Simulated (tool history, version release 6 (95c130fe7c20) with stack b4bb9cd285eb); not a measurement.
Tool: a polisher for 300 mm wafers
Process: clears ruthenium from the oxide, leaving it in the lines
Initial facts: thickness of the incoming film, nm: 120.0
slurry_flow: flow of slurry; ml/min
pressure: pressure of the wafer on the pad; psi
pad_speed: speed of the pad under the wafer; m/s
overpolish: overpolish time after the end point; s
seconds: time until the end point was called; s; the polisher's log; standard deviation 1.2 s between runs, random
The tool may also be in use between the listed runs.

run,hour,slurry_flow,pressure,pad_speed,overpolish,seconds
1,0.0,230,2.3,0.98,20,89.036
2,6.5,230,1.8,0.98,20,108.730
3,9.3,230,1.3,0.98,20,143.630
4,10.0,230,1.3,0.76,20,181.640
5,17.2,230,1.7,0.78,20,139.780
6,21.1,230,2.0,0.80,20,118.140
7,25.2,230,2.2,0.82,20,108.570

The next listed run, before its measurement:
8,31.9,230,2.4,0.84,20,?

Run 8 came out at seconds 100.210 s.
